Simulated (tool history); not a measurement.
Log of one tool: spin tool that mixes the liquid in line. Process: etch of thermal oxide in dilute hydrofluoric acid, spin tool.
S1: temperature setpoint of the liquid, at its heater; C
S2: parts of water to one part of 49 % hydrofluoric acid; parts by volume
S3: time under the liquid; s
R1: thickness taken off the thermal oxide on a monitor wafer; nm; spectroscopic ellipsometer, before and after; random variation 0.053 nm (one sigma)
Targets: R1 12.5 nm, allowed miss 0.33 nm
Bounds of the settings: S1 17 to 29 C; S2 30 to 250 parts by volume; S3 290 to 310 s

run 1 day=0 | S1=21 S2=140 S3=290 | R1=7.3212
run 2 day=0.171 | S1=23.5 S2=130 S3=290 | R1=8.7949
run 3 day=0.379 | S1=25 S2=130 S3=290 | R1=9.3127
run 4 day=0.6 | S1=26 S2=125 S3=290 | R1=10.07
run 5 day=0.842 | S1=23 S2=125 S3=290 | R1=9.0815
run 6 day=1.096 | S1=25 S2=120 S3=290 | R1=10.17
run 7 day=1.421 | S1=26 S2=115 S3=290 | R1=11.151
run 8 day=1.496 | S1=27 S2=115 S3=290 | R1=11.65
run 9 day=1.871 | S1=27.5 S2=115 S3=290 | R1=11.804
run 10 day=2.054 | S1=28 S2=115 S3=290 | R1=12.091

Which of these 5 next moves meets every target?
run A day=2.238 | S1=27 S2=115 S3=295 | R1=?
run B day=2.238 | S1=28 S2=120 S3=290 | R1=?
run C day=2.238 | S1=27 S2=115 S3=310 | R1=?
run D day=2.238 | S1=28.5 S2=120 S3=290 | R1=?
run E day=2.238 | S1=29 S2=125 S3=300 | R1=?

move=A R1=11.811
move=B R1=11.473
move=C R1=12.411
move=D R1=11.688
move=E R1=11.74
A: further off than the last run
B: further off than the last run
C: meets every target
D: further off than the last run
E: further off than the last run
Answer: C
